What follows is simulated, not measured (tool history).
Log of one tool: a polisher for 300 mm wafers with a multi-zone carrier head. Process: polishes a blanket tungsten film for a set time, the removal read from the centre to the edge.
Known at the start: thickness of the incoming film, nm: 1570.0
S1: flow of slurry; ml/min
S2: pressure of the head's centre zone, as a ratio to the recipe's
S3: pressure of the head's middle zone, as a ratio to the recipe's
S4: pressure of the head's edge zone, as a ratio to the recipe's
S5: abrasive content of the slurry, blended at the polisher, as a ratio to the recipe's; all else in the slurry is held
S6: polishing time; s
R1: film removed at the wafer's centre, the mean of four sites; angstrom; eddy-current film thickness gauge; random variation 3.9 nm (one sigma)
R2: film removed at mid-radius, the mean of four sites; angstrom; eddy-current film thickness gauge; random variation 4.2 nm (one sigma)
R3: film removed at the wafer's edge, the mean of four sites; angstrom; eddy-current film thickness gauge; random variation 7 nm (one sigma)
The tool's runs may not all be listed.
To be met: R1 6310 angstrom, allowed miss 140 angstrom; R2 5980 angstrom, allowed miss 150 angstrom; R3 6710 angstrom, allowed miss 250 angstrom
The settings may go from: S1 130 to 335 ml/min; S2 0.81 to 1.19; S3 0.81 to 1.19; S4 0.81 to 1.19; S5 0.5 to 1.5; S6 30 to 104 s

run	day	S1	S2	S3	S4	S5	S6	R1	R2	R3
1	0	215	1	1	1	1	67	4629.5	4530.7	4571.2
2	0.125	215	1	0.97	1	1	67	4573.8	4457.7	4718.1
3	0.496	215	1	1.02	1	1	67	4603.1	4609.4	4643.2
4	0.642	220	1.01	1.01	1.05	1.15	70	5109.4	5070.6	5169
5	0.746	185	1.01	1.01	1.05	1.15	70	4958	4907.7	5011.3
6	0.967	185	1.01	1.01	1.05	1.15	78	5521.2	5496	5624.2
7	1.096	215	1.02	1	1.09	1.15	78	5781.7	5627	5861.4
8	1.279	235	1.02	0.98	1.12	1.2	78	5918.6	5749.8	5898.3
9	1.471	215	1.01	0.95	1.14	1.3	80	6089.5	5734.6	6279.2
10	1.762	220	1	0.94	1.15	1.35	80	6126.9	5787.4	6450.8

Which of these 4 next moves meets every target?
A	2.054	205	0.99	0.92	1.12	1.35	84	?	?	?
B	2.054	245	1.01	0.84	1.05	1.25	83	?	?	?
C	2.054	275	1	0.84	1.15	1.35	81	?	?	?
D	2.054	205	1.02	0.91	1.18	1.5	77	?	?	?

move	R1	R2	R3
A	6322.1	6006.2	6706.6
B	6363.8	5571.5	6416.5
C	6402.3	5649.5	6722.3
D	6165.1	5653	6496.7
A: meets every target
B: brings the result that was furthest off to its target, and leaves another outside
C: brings the result that was furthest off to its target, and leaves another outside
D: further off than the last run
Answer: A
